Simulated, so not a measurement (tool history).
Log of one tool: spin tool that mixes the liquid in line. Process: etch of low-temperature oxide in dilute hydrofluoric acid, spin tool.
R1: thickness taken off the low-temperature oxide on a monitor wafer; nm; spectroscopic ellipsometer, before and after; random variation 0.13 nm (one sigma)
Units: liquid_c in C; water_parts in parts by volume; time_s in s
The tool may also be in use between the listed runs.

{"run": 1, "hour": 0.0, "liquid_c": 24.0, "water_parts": 145, "time_s": 65, "R1": 7.8933}
{"run": 2, "hour": 4.4, "liquid_c": 22.5, "water_parts": 145, "time_s": 65, "R1": 7.3845}
{"run": 3, "hour": 8.3, "liquid_c": 22.5, "water_parts": 145, "time_s": 70, "R1": 8.0159}
{"run": 4, "hour": 12.5, "liquid_c": 22.5, "water_parts": 145, "time_s": 70, "R1": 7.9963}
{"run": 5, "hour": 17.0, "liquid_c": 24.5, "water_parts": 135, "time_s": 70, "R1": 9.4873}
{"run": 6, "hour": 18.0, "liquid_c": 22.0, "water_parts": 135, "time_s": 70, "R1": 8.5395}
{"run": 7, "hour": 26.7, "liquid_c": 24.0, "water_parts": 125, "time_s": 70, "R1": 10.111}
{"run": 8, "hour": 34.9, "liquid_c": 25.5, "water_parts": 115, "time_s": 70, "R1": 11.719}
{"run": 9, "hour": 41.1, "liquid_c": 29.5, "water_parts": 80, "time_s": 70, "R1": 20.439}
{"run": 10, "hour": 42.0, "liquid_c": 29.0, "water_parts": 80, "time_s": 70, "R1": 20.175}

Run 11 comes next. What will it give?
{"run": 11, "hour": 47.7, "liquid_c": 28.5, "water_parts": 80, "time_s": 70, "R1": "?"}

{"run 11": {"R1": 19.891}}
